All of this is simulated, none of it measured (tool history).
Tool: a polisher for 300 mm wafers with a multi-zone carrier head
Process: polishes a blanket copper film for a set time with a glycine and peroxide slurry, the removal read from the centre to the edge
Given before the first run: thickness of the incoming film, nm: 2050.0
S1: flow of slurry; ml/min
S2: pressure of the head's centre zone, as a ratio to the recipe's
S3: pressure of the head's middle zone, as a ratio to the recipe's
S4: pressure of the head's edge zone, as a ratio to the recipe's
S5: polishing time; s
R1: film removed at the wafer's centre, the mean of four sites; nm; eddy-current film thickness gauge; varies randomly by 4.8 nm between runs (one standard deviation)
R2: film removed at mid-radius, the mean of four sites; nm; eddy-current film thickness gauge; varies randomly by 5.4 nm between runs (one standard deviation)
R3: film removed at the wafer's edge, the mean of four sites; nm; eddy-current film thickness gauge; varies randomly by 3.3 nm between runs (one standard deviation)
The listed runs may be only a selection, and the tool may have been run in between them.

{"run": 1, "day": 0.0, "S1": 280, "S2": 1, "S3": 1, "S4": 1, "S5": 62, "R1": 252.67, "R2": 262.66, "R3": 268}
{"run": 2, "day": 0.067, "S1": 280, "S2": 1, "S3": 1, "S4": 0.94, "S5": 62, "R1": 267.02, "R2": 258.39, "R3": 256.94}
{"run": 3, "day": 0.4, "S1": 280, "S2": 0.97, "S3": 1, "S4": 0.94, "S5": 62, "R1": 261.06, "R2": 262.67, "R3": 258.36}
{"run": 4, "day": 0.712, "S1": 280, "S2": 1.04, "S3": 1, "S4": 0.94, "S5": 62, "R1": 270.54, "R2": 259.01, "R3": 262.93}
{"run": 5, "day": 0.75, "S1": 255, "S2": 1.04, "S3": 1, "S4": 0.94, "S5": 62, "R1": 257.19, "R2": 258.97, "R3": 257.31}
{"run": 6, "day": 0.833, "S1": 255, "S2": 1.04, "S3": 1.04, "S4": 0.94, "S5": 62, "R1": 268.03, "R2": 257.01, "R3": 254.55}
{"run": 7, "day": 0.912, "S1": 300, "S2": 0.94, "S3": 1.07, "S4": 0.94, "S5": 80, "R1": 318.02, "R2": 363.08, "R3": 333.1}

What will run 8 give?
{"run": 8, "day": 0.967, "S1": 305, "S2": 0.94, "S3": 1.07, "S4": 0.96, "S5": 81, "R1": "?", "R2": "?", "R3": "?"}

R1: 325.32 nm
R2: 362.19 nm
R3: 343.97 nm
